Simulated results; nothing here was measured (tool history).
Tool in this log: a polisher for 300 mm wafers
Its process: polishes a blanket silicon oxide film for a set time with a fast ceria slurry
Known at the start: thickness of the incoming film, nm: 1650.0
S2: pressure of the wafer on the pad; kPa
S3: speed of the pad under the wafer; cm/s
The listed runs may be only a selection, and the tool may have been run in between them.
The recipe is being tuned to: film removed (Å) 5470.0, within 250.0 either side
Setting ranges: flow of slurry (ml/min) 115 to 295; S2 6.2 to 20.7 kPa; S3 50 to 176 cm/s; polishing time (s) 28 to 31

{"run": 1, "day": 0.0, "flow of slurry (ml/min)": 190, "S2": 13.1, "S3": 112, "polishing time (s)": 31, "film removed (Å)": 3005.9}
{"run": 2, "day": 0.208, "flow of slurry (ml/min)": 190, "S2": 14.5, "S3": 112, "polishing time (s)": 31, "film removed (Å)": 3238.2}
{"run": 3, "day": 0.275, "flow of slurry (ml/min)": 190, "S2": 14.5, "S3": 112, "polishing time (s)": 31, "film removed (Å)": 3205.1}
{"run": 4, "day": 0.592, "flow of slurry (ml/min)": 155, "S2": 14.5, "S3": 112, "polishing time (s)": 31, "film removed (Å)": 3147.1}
{"run": 5, "day": 0.921, "flow of slurry (ml/min)": 155, "S2": 15.9, "S3": 116, "polishing time (s)": 31, "film removed (Å)": 3611.9}
{"run": 6, "day": 1.275, "flow of slurry (ml/min)": 155, "S2": 15.9, "S3": 116, "polishing time (s)": 31, "film removed (Å)": 3561.2}
{"run": 7, "day": 1.496, "flow of slurry (ml/min)": 155, "S2": 16.5, "S3": 118, "polishing time (s)": 31, "film removed (Å)": 3752.7}
{"run": 8, "day": 1.658, "flow of slurry (ml/min)": 155, "S2": 16.5, "S3": 118, "polishing time (s)": 31, "film removed (Å)": 3842.6}
{"run": 9, "day": 1.842, "flow of slurry (ml/min)": 155, "S2": 17.2, "S3": 120, "polishing time (s)": 31, "film removed (Å)": 4033.5}
{"run": 10, "day": 2.0, "flow of slurry (ml/min)": 155, "S2": 17.2, "S3": 120, "polishing time (s)": 31, "film removed (Å)": 3846.9}
{"run": 11, "day": 2.079, "flow of slurry (ml/min)": 155, "S2": 17.9, "S3": 126, "polishing time (s)": 31, "film removed (Å)": 4303.5}
{"run": 12, "day": 2.45, "flow of slurry (ml/min)": 155, "S2": 18.6, "S3": 128, "polishing time (s)": 31, "film removed (Å)": 4504.5}
{"run": 13, "day": 2.758, "flow of slurry (ml/min)": 155, "S2": 19.3, "S3": 130, "polishing time (s)": 31, "film removed (Å)": 4854.6}
{"run": 14, "day": 2.958, "flow of slurry (ml/min)": 155, "S2": 19.3, "S3": 132, "polishing time (s)": 31, "film removed (Å)": 4837.0}

Exercise: of the 4 proposed moves below, exactly one satisfies all targets within the stated allowed misses. Which move is it?
{"run": "A", "day": 3.158, "flow of slurry (ml/min)": 115, "S2": 19.3, "S3": 130, "polishing time (s)": 31, "film removed (Å)": "?"}
{"run": "B", "day": 3.158, "flow of slurry (ml/min)": 175, "S2": 20.0, "S3": 128, "polishing time (s)": 31, "film removed (Å)": "?"}
{"run": "C", "day": 3.158, "flow of slurry (ml/min)": 130, "S2": 16.5, "S3": 166, "polishing time (s)": 30, "film removed (Å)": "?"}
{"run": "D", "day": 3.158, "flow of slurry (ml/min)": 165, "S2": 20.0, "S3": 142, "polishing time (s)": 31, "film removed (Å)": "?"}

move=A film_removed_(Å)=4529.8
move=B film_removed_(Å)=4927.6
move=C film_removed_(Å)=4957.5
move=D film_removed_(Å)=5407.7
A: its largest miss is bigger than the last run's
B: nearer the targets than the last run, but a result is still out of spec
C: nearer the targets than the last run, but a result is still out of spec
D: each result inside its tolerance
Correct choice: D, which meets every target
